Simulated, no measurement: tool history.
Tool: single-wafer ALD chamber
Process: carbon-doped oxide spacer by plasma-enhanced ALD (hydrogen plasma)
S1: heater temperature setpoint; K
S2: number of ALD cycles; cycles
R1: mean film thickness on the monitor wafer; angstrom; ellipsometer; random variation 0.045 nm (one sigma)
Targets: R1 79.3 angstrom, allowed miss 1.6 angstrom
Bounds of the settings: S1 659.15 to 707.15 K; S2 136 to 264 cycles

run	hour	S1	S2	R1
1	0	683.15	200	91.271
2	1.9	686.15	194	87.125
3	8	679.15	194	89.518
4	16.1	685.15	194	87.147
5	20.1	690.15	194	85.95
6	24.7	693.15	191	84.073
7	30.4	695.15	189	83.263
8	35.6	696.15	187	81.771
9	41.5	696.15	187	81.893
10	50.7	697.15	186	81.203

Which of these 4 next moves meets every target?
A	59.9	693.15	172	?
B	59.9	698.15	181	?
C	59.9	699.15	173	?
D	59.9	699.15	174	?

move	R1
A	76.105
B	78.967
C	75.262
D	75.697
A: takes the result that was furthest off past its target
B: meets every target
C: takes the result that was furthest off past its target
D: takes the result that was furthest off past its target
Move B is the one to make.

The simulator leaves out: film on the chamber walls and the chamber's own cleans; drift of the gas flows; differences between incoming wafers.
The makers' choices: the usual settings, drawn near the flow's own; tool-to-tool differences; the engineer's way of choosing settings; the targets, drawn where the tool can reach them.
